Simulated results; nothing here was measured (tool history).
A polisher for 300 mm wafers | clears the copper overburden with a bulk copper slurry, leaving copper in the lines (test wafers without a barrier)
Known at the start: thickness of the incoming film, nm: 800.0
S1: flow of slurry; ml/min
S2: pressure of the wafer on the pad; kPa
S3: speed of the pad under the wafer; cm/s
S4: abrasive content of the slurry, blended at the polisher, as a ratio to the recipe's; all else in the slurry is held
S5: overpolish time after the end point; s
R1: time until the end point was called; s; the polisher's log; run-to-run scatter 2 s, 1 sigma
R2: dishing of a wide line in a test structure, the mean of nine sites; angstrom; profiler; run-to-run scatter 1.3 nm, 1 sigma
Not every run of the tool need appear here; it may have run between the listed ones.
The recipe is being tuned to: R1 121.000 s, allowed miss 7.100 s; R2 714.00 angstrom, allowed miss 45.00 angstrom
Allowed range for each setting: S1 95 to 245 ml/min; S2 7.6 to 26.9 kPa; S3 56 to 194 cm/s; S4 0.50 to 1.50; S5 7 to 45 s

run	hour	S1	S2	S3	S4	S5	R1	R2
1	0.0	155	17.2	124	1.00	23	85.349	844.51
2	7.7	140	17.2	124	1.00	23	84.017	854.00
3	9.4	140	17.2	124	1.00	31	86.320	954.78
4	13.0	120	17.2	124	1.00	31	88.000	936.01
5	19.9	150	17.2	124	1.00	31	86.336	921.93
6	26.9	150	13.8	124	1.00	31	102.840	814.35
7	28.8	150	13.1	124	1.00	31	109.930	777.59
8	35.2	150	12.4	124	1.00	31	115.310	779.06

5 candidate next runs follow, results not yet known. Just one meets every target within its allowed miss. Identify it.
A	41.6	175	13.1	96	1.10	44	?	?
B	41.6	130	12.4	112	1.05	37	?	?
C	41.6	95	13.8	112	1.35	44	?	?
D	41.6	170	13.8	104	0.90	25	?	?
E	41.6	95	13.8	136	1.25	33	?	?

move	R1	R2
A	134.960	828.67
B	130.410	781.20
C	123.440	862.44
D	123.780	696.26
E	103.670	835.19
A: lands further from the targets than the last run did
B: no better and no worse than the last run
C: lands further from the targets than the last run did
D: hits every target within its allowed miss
E: lands further from the targets than the last run did
The move that meets every target is D.
